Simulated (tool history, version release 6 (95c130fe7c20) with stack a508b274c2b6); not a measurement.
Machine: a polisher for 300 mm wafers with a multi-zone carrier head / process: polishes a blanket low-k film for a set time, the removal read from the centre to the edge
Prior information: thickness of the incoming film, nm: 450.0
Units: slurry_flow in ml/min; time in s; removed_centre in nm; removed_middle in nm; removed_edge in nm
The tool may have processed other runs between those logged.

Run 1, hour 0.0: slurry_flow 250 ml/min, centre_zone 1.00, middle_zone 1.00, edge_zone 1.00, slurry_solids 1.00, time 41 s. Result: removed_centre 18.483 nm, removed_middle 18.239 nm, removed_edge 18.251 nm.
Run 2, hour 4.0: slurry_flow 250 ml/min, centre_zone 1.02, middle_zone 1.00, edge_zone 0.96, slurry_solids 0.90, time 41 s. Result: removed_centre 18.259 nm, removed_middle 18.149 nm, removed_edge 17.530 nm.
Run 3, hour 5.5: slurry_flow 250 ml/min, centre_zone 0.97, middle_zone 1.00, edge_zone 0.96, slurry_solids 0.90, time 41 s. Result: removed_centre 17.301 nm, removed_middle 17.480 nm, removed_edge 17.459 nm.
Run 4, hour 9.6: slurry_flow 250 ml/min, centre_zone 1.01, middle_zone 0.99, edge_zone 0.93, slurry_solids 0.80, time 41 s. Result: removed_centre 17.319 nm, removed_middle 16.839 nm, removed_edge 16.742 nm.
Run 5, hour 15.1: slurry_flow 250 ml/min, centre_zone 1.01, middle_zone 0.99, edge_zone 0.97, slurry_solids 0.80, time 41 s. Result: removed_centre 17.416 nm, removed_middle 16.875 nm, removed_edge 16.973 nm.
Run 6, hour 19.5: slurry_flow 250 ml/min, centre_zone 1.01, middle_zone 0.99, edge_zone 0.97, slurry_solids 0.80, time 32 s. Result: removed_centre 13.785 nm, removed_middle 13.528 nm, removed_edge 13.237 nm.
Run 7, hour 26.6: slurry_flow 265 ml/min, centre_zone 1.05, middle_zone 1.00, edge_zone 0.97, slurry_solids 0.80, time 32 s. Result: removed_centre 14.430 nm, removed_middle 13.518 nm, removed_edge 13.299 nm.

What does the tool deliver on the next run?
Run 8, hour 27.8: slurry_flow 270 ml/min, centre_zone 1.08, middle_zone 1.03, edge_zone 0.97, slurry_solids 0.85, time 32 s. Result: removed_centre ?, removed_middle ?, removed_edge ?.

Run 8 came out at removed_centre 15.105 nm, removed_middle 14.193 nm, removed_edge 13.495 nm.
